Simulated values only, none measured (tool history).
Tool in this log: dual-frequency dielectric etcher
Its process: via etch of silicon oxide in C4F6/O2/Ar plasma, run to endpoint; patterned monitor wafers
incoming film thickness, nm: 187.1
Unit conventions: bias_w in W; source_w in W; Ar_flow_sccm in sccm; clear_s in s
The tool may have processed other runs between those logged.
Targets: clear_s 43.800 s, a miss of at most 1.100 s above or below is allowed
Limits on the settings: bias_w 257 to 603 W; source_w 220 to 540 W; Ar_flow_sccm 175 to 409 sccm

run 1 day=0.000 | bias_w=430 source_w=380 Ar_flow_sccm=292 | clear_s=49.277
run 2 day=0.175 | bias_w=430 source_w=330 Ar_flow_sccm=292 | clear_s=52.262
run 3 day=0.246 | bias_w=430 source_w=330 Ar_flow_sccm=310 | clear_s=52.601
run 4 day=0.358 | bias_w=430 source_w=330 Ar_flow_sccm=262 | clear_s=51.875
run 5 day=0.692 | bias_w=448 source_w=340 Ar_flow_sccm=261 | clear_s=50.846
run 6 day=0.871 | bias_w=492 source_w=340 Ar_flow_sccm=261 | clear_s=49.168
run 7 day=1.138 | bias_w=503 source_w=350 Ar_flow_sccm=260 | clear_s=48.280
run 8 day=1.304 | bias_w=512 source_w=360 Ar_flow_sccm=259 | clear_s=48.277

Exactly one of the 5 candidate moves below puts every result within its allowed miss. Which one?
run A day=1.471 | bias_w=515 source_w=380 Ar_flow_sccm=257 | clear_s=?
run B day=1.471 | bias_w=526 source_w=340 Ar_flow_sccm=228 | clear_s=?
run C day=1.471 | bias_w=550 source_w=410 Ar_flow_sccm=228 | clear_s=?
run D day=1.471 | bias_w=546 source_w=360 Ar_flow_sccm=262 | clear_s=?
run E day=1.471 | bias_w=543 source_w=350 Ar_flow_sccm=255 | clear_s=?

move=A clear_s=46.448
move=B clear_s=47.566
move=C clear_s=43.510
move=D clear_s=46.612
move=E clear_s=47.084
A: better than the last run, though not everything is in spec
B: better than the last run, though not everything is in spec
C: every result within its allowed miss
D: better than the last run, though not everything is in spec
E: better than the last run, though not everything is in spec
Answer: C
